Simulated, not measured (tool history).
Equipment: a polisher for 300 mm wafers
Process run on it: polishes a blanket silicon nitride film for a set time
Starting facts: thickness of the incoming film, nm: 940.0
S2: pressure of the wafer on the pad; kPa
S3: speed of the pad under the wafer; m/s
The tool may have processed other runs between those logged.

Run 1, hour 0.0: flow of slurry (ml/min) 130, S2 23.4 kPa, S3 0.98 m/s, polishing time (s) 61. Result: film removed (nm) 106.480.
Run 2, hour 8.6: flow of slurry (ml/min) 125, S2 22.1 kPa, S3 0.98 m/s, polishing time (s) 61. Result: film removed (nm) 101.930.
Run 3, hour 9.8: flow of slurry (ml/min) 145, S2 22.1 kPa, S3 0.98 m/s, polishing time (s) 61. Result: film removed (nm) 102.500.
Run 4, hour 15.8: flow of slurry (ml/min) 145, S2 20.7 kPa, S3 0.98 m/s, polishing time (s) 61. Result: film removed (nm) 98.863.
Run 5, hour 24.1: flow of slurry (ml/min) 145, S2 20.7 kPa, S3 1.18 m/s, polishing time (s) 61. Result: film removed (nm) 110.580.
Run 6, hour 32.3: flow of slurry (ml/min) 145, S2 20.7 kPa, S3 1.18 m/s, polishing time (s) 56. Result: film removed (nm) 100.520.

Expected results for the next run?
Run 7, hour 35.9: flow of slurry (ml/min) 145, S2 19.3 kPa, S3 1.18 m/s, polishing time (s) 56. Result: film removed (nm) ?.

{"run 7": {"film removed (nm)": 93.812}}
